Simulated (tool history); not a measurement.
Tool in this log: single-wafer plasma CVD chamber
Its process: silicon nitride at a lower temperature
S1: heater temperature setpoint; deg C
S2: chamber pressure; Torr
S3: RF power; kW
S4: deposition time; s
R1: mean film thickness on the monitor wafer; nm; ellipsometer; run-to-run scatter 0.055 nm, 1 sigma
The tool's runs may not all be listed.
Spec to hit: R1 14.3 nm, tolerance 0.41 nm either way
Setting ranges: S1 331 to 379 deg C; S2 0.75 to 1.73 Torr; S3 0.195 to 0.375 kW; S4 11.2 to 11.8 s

run 1 hour=0 | S1=355 S2=1.24 S3=0.285 S4=11.8 | R1=11.969
run 2 hour=3 | S1=355 S2=1.31 S3=0.295 S4=11.8 | R1=12.532
run 3 hour=7.9 | S1=350 S2=1.31 S3=0.295 S4=11.8 | R1=12.551
run 4 hour=13.9 | S1=340 S2=1.31 S3=0.295 S4=11.8 | R1=12.652
run 5 hour=19.3 | S1=340 S2=1.31 S3=0.295 S4=11.8 | R1=12.487
run 6 hour=22.9 | S1=340 S2=1.37 S3=0.3 S4=11.8 | R1=12.771
run 7 hour=31.2 | S1=340 S2=1.4 S3=0.31 S4=11.8 | R1=13.215
run 8 hour=35.5 | S1=340 S2=1.43 S3=0.315 S4=11.8 | R1=13.269
run 9 hour=41.2 | S1=340 S2=1.43 S3=0.315 S4=11.8 | R1=13.388
run 10 hour=44.1 | S1=340 S2=1.46 S3=0.32 S4=11.8 | R1=13.514
run 11 hour=50.9 | S1=340 S2=1.48 S3=0.325 S4=11.8 | R1=13.712

5 candidate next runs follow, results not yet known. Just one meets every target within its allowed miss. Identify it.
run A hour=57.7 | S1=331 S2=1.68 S3=0.375 S4=11.4 | R1=?
run B hour=57.7 | S1=346 S2=1.5 S3=0.34 S4=11.8 | R1=?
run C hour=57.7 | S1=338 S2=1.71 S3=0.365 S4=11.6 | R1=?
run D hour=57.7 | S1=342 S2=1.38 S3=0.345 S4=11.5 | R1=?
run E hour=57.7 | S1=343 S2=1.48 S3=0.325 S4=11.7 | R1=?

move=A R1=14.999
move=B R1=14.135
move=C R1=15.057
move=D R1=13.603
move=E R1=13.617
A: takes the result that was furthest off past its target
B: in spec on every target
C: takes the result that was furthest off past its target
D: lands further from the targets than the last run did
E: lands further from the targets than the last run did
Correct choice: B, which meets every target
